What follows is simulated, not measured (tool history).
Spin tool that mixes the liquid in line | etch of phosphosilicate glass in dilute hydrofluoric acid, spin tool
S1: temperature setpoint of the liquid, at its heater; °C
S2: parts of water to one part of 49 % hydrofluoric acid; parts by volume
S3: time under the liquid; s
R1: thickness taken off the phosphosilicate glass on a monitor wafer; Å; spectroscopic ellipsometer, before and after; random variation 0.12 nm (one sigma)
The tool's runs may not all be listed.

run 1 day=0 | S1=21 S2=155 S3=50 | R1=152.45
run 2 day=0.283 | S1=19 S2=155 S3=50 | R1=141.44
run 3 day=0.579 | S1=19.5 S2=155 S3=50 | R1=143.69
run 4 day=0.712 | S1=20 S2=155 S3=50 | R1=145.5
run 5 day=0.933 | S1=20 S2=155 S3=50 | R1=144.85
run 6 day=1.025 | S1=20.5 S2=155 S3=50 | R1=147.09
run 7 day=1.083 | S1=21 S2=155 S3=50 | R1=154.79
run 8 day=1.138 | S1=21.5 S2=155 S3=50 | R1=154.55
run 9 day=1.354 | S1=22 S2=155 S3=50 | R1=159.59
run 10 day=1.458 | S1=22.5 S2=155 S3=50 | R1=161.67

Run 11 comes next. What will it give?
run 11 day=1.667 | S1=23 S2=155 S3=50 | R1=?

Run 11 gave R1 163.93 Å.
